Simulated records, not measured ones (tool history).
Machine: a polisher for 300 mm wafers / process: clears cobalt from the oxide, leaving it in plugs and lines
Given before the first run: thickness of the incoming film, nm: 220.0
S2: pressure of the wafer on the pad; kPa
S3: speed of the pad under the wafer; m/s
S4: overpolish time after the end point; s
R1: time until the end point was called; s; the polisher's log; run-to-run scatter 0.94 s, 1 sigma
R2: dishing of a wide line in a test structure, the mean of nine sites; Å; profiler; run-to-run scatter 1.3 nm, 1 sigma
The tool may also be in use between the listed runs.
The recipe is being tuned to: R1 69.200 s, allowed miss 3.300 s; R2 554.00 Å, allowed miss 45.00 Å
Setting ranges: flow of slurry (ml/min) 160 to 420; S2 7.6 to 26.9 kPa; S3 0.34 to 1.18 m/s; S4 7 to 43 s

Run 1, hour 0.0: flow of slurry (ml/min) 270, S2 17.2 kPa, S3 0.76 m/s, S4 22 s. Result: R1 43.183 s, R2 548.21 Å.
Run 2, hour 2.5: flow of slurry (ml/min) 270, S2 17.2 kPa, S3 0.76 m/s, S4 28 s. Result: R1 43.891 s, R2 591.68 Å.
Run 3, hour 3.6: flow of slurry (ml/min) 270, S2 15.9 kPa, S3 0.76 m/s, S4 29 s. Result: R1 47.042 s, R2 578.62 Å.
Run 4, hour 4.2: flow of slurry (ml/min) 270, S2 15.9 kPa, S3 0.88 m/s, S4 29 s. Result: R1 41.235 s, R2 612.26 Å.
Run 5, hour 9.7: flow of slurry (ml/min) 270, S2 14.5 kPa, S3 0.88 m/s, S4 31 s. Result: R1 44.518 s, R2 607.15 Å.
Run 6, hour 13.8: flow of slurry (ml/min) 270, S2 13.1 kPa, S3 0.88 m/s, S4 32 s. Result: R1 47.311 s, R2 577.39 Å.
Run 7, hour 17.1: flow of slurry (ml/min) 270, S2 12.4 kPa, S3 0.86 m/s, S4 34 s. Result: R1 50.525 s, R2 593.85 Å.
Run 8, hour 20.0: flow of slurry (ml/min) 270, S2 11.7 kPa, S3 0.84 m/s, S4 35 s. Result: R1 53.114 s, R2 584.12 Å.
Run 9, hour 21.8: flow of slurry (ml/min) 270, S2 7.6 kPa, S3 0.80 m/s, S4 39 s. Result: R1 79.298 s, R2 520.91 Å.
Run 10, hour 30.2: flow of slurry (ml/min) 270, S2 8.3 kPa, S3 0.80 m/s, S4 39 s. Result: R1 73.124 s, R2 558.35 Å.

5 next moves are on the table. One of them brings every result within its allowed miss. Which?
Run A, hour 38.6: flow of slurry (ml/min) 275, S2 7.6 kPa, S3 0.80 m/s, S4 43 s. Result: R1 ?, R2 ?.
Run B, hour 38.6: flow of slurry (ml/min) 280, S2 9.7 kPa, S3 0.80 m/s, S4 22 s. Result: R1 ?, R2 ?.
Run C, hour 38.6: flow of slurry (ml/min) 285, S2 10.3 kPa, S3 0.72 m/s, S4 36 s. Result: R1 ?, R2 ?.
Run D, hour 38.6: flow of slurry (ml/min) 260, S2 7.6 kPa, S3 0.80 m/s, S4 39 s. Result: R1 ?, R2 ?.
Run E, hour 38.6: flow of slurry (ml/min) 285, S2 7.6 kPa, S3 0.78 m/s, S4 43 s. Result: R1 ?, R2 ?.

move      R1      R2
   A  79.521  563.51
   B  66.587  450.28
   C  69.866  552.52
   D  80.011  542.10
   E  81.199  559.61
A: further off than the last run
B: brings the result that was furthest off to its target, and leaves another outside
C: every result lands within tolerance
D: further off than the last run
E: further off than the last run
Go with C: it meets all targets.
